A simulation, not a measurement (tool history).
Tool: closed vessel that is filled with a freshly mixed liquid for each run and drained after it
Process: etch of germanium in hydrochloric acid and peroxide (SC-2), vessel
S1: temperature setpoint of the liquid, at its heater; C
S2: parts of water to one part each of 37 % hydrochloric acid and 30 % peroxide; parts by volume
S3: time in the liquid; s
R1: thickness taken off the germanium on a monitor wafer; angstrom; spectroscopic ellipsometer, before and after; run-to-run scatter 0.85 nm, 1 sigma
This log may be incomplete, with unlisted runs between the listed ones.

run,day,S1,S2,S3,R1
1,0.000,56.0,5.0,105,2563.9
2,0.262,56.0,4.5,105,2563.1
3,0.292,56.0,4.0,105,2563.2
4,0.542,56.0,4.0,105,2555.5
5,0.875,55.0,4.0,105,2481.1
6,0.933,54.0,4.0,105,2393.0
7,0.996,53.5,4.0,105,2378.4

Run 8 is up next; what results do you expect?
8,1.292,53.0,4.0,105,?

Run 8 came out at R1 2343.7 angstrom.
